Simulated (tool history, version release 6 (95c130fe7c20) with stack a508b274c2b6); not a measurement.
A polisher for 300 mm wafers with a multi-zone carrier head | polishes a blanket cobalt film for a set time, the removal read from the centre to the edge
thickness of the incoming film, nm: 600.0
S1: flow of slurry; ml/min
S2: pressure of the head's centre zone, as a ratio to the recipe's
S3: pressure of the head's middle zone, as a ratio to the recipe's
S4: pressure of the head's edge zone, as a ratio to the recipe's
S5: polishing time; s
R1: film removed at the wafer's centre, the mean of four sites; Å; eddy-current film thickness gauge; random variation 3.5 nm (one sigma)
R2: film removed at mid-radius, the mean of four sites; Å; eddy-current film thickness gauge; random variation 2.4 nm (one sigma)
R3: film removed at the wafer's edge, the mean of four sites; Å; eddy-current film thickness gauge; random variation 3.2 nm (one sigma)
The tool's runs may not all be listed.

run,day,S1,S2,S3,S4,S5,R1,R2,R3
1,0,215,1,1,1,47,2306.3,2333.4,2284.7
2,0.117,235,1,1,1,47,2300.7,2332.4,2253.7
3,0.208,230,1.01,1,1.02,48,2417.9,2377.2,2335.6
4,0.538,200,1.01,1,1.02,48,2370.3,2318.8,2343.8
5,0.908,195,1.01,1.01,1.03,49,2427.8,2419.6,2410.1
6,1.008,155,1.01,1.01,1.03,49,2307.6,2300.1,2365.5
7,1.104,165,1.01,1.01,1.05,50,2396.4,2396,2387.7
8,1.275,165,1.01,1.01,1.05,50,2373.6,2387.1,2384.7

Run 9 comes next. What will it give?
9,1.538,225,1.08,1.03,1.15,55,?,?,?

Run 9 gave R1 2911.4 Å, R2 2769.9 Å, R3 2914.7 Å.
